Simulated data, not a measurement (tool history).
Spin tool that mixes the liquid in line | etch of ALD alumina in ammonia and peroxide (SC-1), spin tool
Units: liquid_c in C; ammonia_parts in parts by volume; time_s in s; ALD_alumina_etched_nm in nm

run,hour,liquid_c,ammonia_parts,time_s,ALD_alumina_etched_nm
1,0,50,0.9,270,10.188
2,8.7,51.5,0.9,270,11.038
3,16,51.5,0.6,270,10.67
4,17.8,51.5,0.6,290,11.47
5,26.7,52.5,0.6,290,12.154
6,31.2,52.5,0.85,290,12.458
7,33.7,53.5,0.85,290,13.243

Run 8 comes next. What will it give?
8,38.5,54,0.85,290,?

{"run 8": {"ALD_alumina_etched_nm": 13.496}}
